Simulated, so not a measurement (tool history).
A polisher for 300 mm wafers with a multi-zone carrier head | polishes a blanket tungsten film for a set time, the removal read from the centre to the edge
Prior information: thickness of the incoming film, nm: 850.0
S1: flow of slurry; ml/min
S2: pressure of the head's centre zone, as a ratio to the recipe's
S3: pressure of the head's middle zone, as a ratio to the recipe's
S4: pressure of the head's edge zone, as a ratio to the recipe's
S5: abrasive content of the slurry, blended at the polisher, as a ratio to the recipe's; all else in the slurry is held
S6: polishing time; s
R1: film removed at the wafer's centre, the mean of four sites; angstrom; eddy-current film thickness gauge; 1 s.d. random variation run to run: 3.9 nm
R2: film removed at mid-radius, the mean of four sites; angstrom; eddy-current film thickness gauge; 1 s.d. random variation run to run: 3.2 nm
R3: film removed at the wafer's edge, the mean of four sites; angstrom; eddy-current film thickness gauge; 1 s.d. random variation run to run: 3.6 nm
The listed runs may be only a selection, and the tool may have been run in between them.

run,day,S1,S2,S3,S4,S5,S6,R1,R2,R3
1,0,225,1,1,1,1,45,1839,1869.3,1846.1
2,0.258,225,1,1,1.02,1.1,47,2035,2009.8,2006
3,0.425,225,0.98,1.01,1.04,1.2,49,2076.4,2160.4,2185.8
4,0.45,230,0.99,1.02,1.06,1.25,50,2200.1,2261.4,2229.5
5,0.733,230,0.99,1.02,1.1,1.25,50,2201.6,2245.5,2300.3
6,0.888,230,0.94,1.02,1.1,1.25,50,2068.5,2243.7,2369.6
7,1.083,235,0.95,1.02,1.11,1.3,51,2179,2302.2,2343.9
8,1.346,230,0.96,1.02,1.12,1.35,53,2275.7,2502.1,2559.2
9,1.558,235,0.97,1.01,1.13,1.35,54,2351.6,2440.7,2601.8

Estimate the outcome of run 10 from the log above:
10,1.612,235,0.98,1.01,1.13,1.4,55,?,?,?

Run 10 yielded R1 2421.6 angstrom, R2 2579.9 angstrom, R3 2688.2 angstrom.

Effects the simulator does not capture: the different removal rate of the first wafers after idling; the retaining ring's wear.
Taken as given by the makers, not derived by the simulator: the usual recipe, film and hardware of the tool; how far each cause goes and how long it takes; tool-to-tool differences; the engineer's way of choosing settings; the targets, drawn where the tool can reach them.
